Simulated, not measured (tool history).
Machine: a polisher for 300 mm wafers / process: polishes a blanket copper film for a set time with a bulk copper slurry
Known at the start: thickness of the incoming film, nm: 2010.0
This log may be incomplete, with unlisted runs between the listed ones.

run	hour	flow of slurry (ml/min)	pressure of the wafer on the pad (psi)	speed of the pad under the wafer (m/s)	abrasive content of the slurry	polishing time (s)	film removed (Å)
1	0.0	220	1.6	1.22	1.0	34	2436.3
2	1.5	210	1.5	1.22	1.0	34	2306.6
3	3.7	230	1.5	1.22	1.0	34	2318.0
4	11.5	225	1.4	1.22	1.0	34	2143.4
5	20.2	225	1.1	1.22	1.0	34	1738.9
6	21.2	225	1.2	1.22	1.0	34	1836.0

What will run 7 give?
7	28.2	225	1.3	1.22	1.0	34	?

Run 7 yielded film removed (Å) 2011.9.
